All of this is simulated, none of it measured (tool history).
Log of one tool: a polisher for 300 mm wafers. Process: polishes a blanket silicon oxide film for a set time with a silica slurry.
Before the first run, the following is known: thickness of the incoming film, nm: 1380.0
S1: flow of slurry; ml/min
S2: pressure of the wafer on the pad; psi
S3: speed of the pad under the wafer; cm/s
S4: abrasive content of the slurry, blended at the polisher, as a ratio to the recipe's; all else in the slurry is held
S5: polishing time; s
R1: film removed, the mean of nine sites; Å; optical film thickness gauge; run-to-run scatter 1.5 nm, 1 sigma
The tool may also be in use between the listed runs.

run  hour   S1   S2   S3  S4   S5      R1
  1     0  255    3  106   1  103  2017.1
  2   6.8  255    3  106   1  103  1988.1
  3  14.9  255    3   78   1  103  1661.8
  4  20.6  255    3  104   1  103  1979.4
  5  21.5  205    3  104   1  103  1922.8
  6  26.7  220  3.1  104   1  103    2032
  7  31.4  225  3.2  104   1  103  2077.1
  8  34.5  225  3.2  104   1  103  2086.5
  9  40.8  235  3.2  104   1  103  2088.1
 10  43.9  240  3.2  104   1  103  2107.7

Run 11 is up next; what results do you expect?
 11    49  250  3.2  104   1  103   ?

R1: 2121 Å

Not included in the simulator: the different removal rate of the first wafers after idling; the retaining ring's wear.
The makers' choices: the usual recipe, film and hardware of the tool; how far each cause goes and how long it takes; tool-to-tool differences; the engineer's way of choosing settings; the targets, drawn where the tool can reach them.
